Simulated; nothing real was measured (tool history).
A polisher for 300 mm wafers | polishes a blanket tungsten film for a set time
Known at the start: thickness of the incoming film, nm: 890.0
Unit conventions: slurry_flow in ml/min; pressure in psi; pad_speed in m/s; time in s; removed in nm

{"run": 1, "hour": 0.0, "slurry_flow": 175, "pressure": 3.6, "pad_speed": 1.22, "slurry_solids": 1.0, "time": 71, "removed": 391.8}
{"run": 2, "hour": 8.4, "slurry_flow": 175, "pressure": 3.2, "pad_speed": 1.22, "slurry_solids": 1.0, "time": 71, "removed": 357.7}
{"run": 3, "hour": 13.0, "slurry_flow": 175, "pressure": 3.2, "pad_speed": 1.22, "slurry_solids": 0.8, "time": 71, "removed": 344.98}
{"run": 4, "hour": 21.0, "slurry_flow": 175, "pressure": 2.9, "pad_speed": 1.22, "slurry_solids": 0.8, "time": 71, "removed": 315.29}
{"run": 5, "hour": 22.9, "slurry_flow": 175, "pressure": 3.6, "pad_speed": 1.22, "slurry_solids": 0.8, "time": 71, "removed": 382.94}
{"run": 6, "hour": 25.4, "slurry_flow": 155, "pressure": 3.6, "pad_speed": 1.22, "slurry_solids": 0.8, "time": 71, "removed": 377.01}
{"run": 7, "hour": 29.6, "slurry_flow": 150, "pressure": 2.6, "pad_speed": 1.2, "slurry_solids": 0.8, "time": 71, "removed": 278.64}
{"run": 8, "hour": 31.5, "slurry_flow": 150, "pressure": 2.6, "pad_speed": 1.2, "slurry_solids": 0.8, "time": 71, "removed": 269.64}

Run 9 comes next. What will it give?
{"run": 9, "hour": 38.7, "slurry_flow": 145, "pressure": 2.6, "pad_speed": 1.2, "slurry_solids": 0.8, "time": 71, "removed": "?"}

{"run 9": {"removed": 274.95}}

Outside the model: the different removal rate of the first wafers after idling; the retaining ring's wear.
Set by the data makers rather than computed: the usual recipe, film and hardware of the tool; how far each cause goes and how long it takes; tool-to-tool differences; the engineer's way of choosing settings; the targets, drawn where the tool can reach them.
